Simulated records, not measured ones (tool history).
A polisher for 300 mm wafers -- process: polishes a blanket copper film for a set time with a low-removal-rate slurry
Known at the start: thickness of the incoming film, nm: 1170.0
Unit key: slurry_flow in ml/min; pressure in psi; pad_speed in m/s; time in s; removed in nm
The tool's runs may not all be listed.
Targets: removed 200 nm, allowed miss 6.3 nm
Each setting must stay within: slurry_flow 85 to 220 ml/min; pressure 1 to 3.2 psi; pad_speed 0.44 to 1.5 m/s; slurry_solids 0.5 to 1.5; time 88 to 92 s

run	hour	slurry_flow	pressure	pad_speed	slurry_solids	time	removed
1	0	140	2.1	0.96	1	88	152.11
2	5.9	145	2.2	0.96	1	88	163.35
3	12.4	175	2.2	0.96	1	88	169.09
4	19.1	180	2.3	0.96	1	88	175.41
5	25.4	180	2.4	0.96	1	88	182.24
6	33.6	180	2.1	0.96	1	88	162.95
7	39.3	185	2.2	0.96	1	88	168.84
8	47.5	185	2.3	0.96	1	88	176.06
9	51.4	185	2.4	0.96	1	88	183.71
10	58.3	190	2.5	0.96	1	88	192.22
11	60.3	195	2.5	0.96	1	88	189.41

Next run, 5 choices. One meets every target within its allowed miss, the rest don't. Which?
A	62.3	220	1.9	1.24	0.9	92	?
B	62.3	195	2.6	0.94	0.75	89	?
C	62.3	220	3.1	0.7	1.05	88	?
D	62.3	130	2.5	0.92	1.25	92	?
E	62.3	180	2.5	0.9	1.05	88	?

move	removed
A	194.62
B	187.44
C	176.59
D	186.1
E	177.79
A: hits every target within its allowed miss
B: further off than the last run
C: further off than the last run
D: further off than the last run
E: further off than the last run
Go with A: it meets all targets.

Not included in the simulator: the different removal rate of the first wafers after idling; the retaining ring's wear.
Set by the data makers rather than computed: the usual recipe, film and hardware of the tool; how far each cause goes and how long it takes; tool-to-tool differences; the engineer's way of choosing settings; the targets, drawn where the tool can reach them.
